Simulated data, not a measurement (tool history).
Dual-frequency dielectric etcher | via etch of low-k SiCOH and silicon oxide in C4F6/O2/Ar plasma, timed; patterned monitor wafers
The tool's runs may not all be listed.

run    day  source power (kW)  bias power (kW)  etch time (s)  mean etch depth across the wafer (Å)
  1  0.000              0.370            0.143          124.5                                3256.4
  2  0.296              0.370            0.143          124.5                                3276.1
  3  0.604              0.420            0.143          124.5                                3555.3
  4  0.962              0.420            0.156          124.5                                3622.2
  5  1.075              0.420            0.180          124.5                                3776.5
  6  1.392              0.370            0.175          124.5                                3474.6

Expected results for the next run?
  7  1.425              0.340            0.172          124.5                                     ?

mean etch depth across the wafer (Å): 3275.3
